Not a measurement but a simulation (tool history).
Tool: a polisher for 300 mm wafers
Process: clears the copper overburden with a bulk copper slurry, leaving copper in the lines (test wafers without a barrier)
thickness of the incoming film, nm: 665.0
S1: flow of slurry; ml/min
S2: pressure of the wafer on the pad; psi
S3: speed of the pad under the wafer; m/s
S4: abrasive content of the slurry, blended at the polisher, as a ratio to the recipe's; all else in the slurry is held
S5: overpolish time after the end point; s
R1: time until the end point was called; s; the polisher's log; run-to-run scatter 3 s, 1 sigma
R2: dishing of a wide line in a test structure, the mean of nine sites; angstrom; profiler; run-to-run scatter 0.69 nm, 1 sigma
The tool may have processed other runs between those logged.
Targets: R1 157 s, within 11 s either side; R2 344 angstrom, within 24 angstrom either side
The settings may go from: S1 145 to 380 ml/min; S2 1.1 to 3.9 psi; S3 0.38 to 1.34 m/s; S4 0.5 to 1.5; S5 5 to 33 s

{"run": 1, "hour": 0.0, "S1": 245, "S2": 2.5, "S3": 0.86, "S4": 1, "S5": 17, "R1": 108.34, "R2": 473.25}
{"run": 2, "hour": 8.1, "S1": 245, "S2": 2.4, "S3": 0.86, "S4": 1, "S5": 16, "R1": 109.53, "R2": 465.02}
{"run": 3, "hour": 9.3, "S1": 245, "S2": 2.2, "S3": 0.86, "S4": 1, "S5": 15, "R1": 114.3, "R2": 443.87}
{"run": 4, "hour": 18.1, "S1": 245, "S2": 2, "S3": 0.84, "S4": 1, "S5": 14, "R1": 131.5, "R2": 396.9}
{"run": 5, "hour": 23.8, "S1": 245, "S2": 2, "S3": 0.84, "S4": 1, "S5": 18, "R1": 129.62, "R2": 441.17}
{"run": 6, "hour": 30.9, "S1": 245, "S2": 1.9, "S3": 0.84, "S4": 1, "S5": 17, "R1": 135.35, "R2": 417.79}
{"run": 7, "hour": 39.3, "S1": 245, "S2": 1.8, "S3": 0.84, "S4": 1, "S5": 16, "R1": 142.1, "R2": 396.99}
{"run": 8, "hour": 47.7, "S1": 245, "S2": 1.8, "S3": 0.84, "S4": 1, "S5": 15, "R1": 140.94, "R2": 396.22}

Which single option among these 4 for the next run brings every result within its allowed miss of target? Just one does.
{"run": "A", "hour": 56.1, "S1": 265, "S2": 1.5, "S3": 0.9, "S4": 0.85, "S5": 21, "R1": "?", "R2": "?"}
{"run": "B", "hour": 56.1, "S1": 230, "S2": 2, "S3": 0.68, "S4": 0.95, "S5": 13, "R1": "?", "R2": "?"}
{"run": "C", "hour": 56.1, "S1": 300, "S2": 1.5, "S3": 0.66, "S4": 1, "S5": 17, "R1": "?", "R2": "?"}
{"run": "D", "hour": 56.1, "S1": 245, "S2": 2.1, "S3": 0.7, "S4": 0.8, "S5": 16, "R1": "?", "R2": "?"}

move=A R1=159.14 R2=429.17
move=B R1=160.15 R2=338.45
move=C R1=198 R2=345.17
move=D R1=154.51 R2=390.22
A: the biggest miss grows against the last run
B: all results land within tolerance of their targets
C: meets the target for the result that was furthest off, but another lies outside its allowed miss
D: nearer the targets than the last run, but a result is still out of spec
Move B is the one to make.

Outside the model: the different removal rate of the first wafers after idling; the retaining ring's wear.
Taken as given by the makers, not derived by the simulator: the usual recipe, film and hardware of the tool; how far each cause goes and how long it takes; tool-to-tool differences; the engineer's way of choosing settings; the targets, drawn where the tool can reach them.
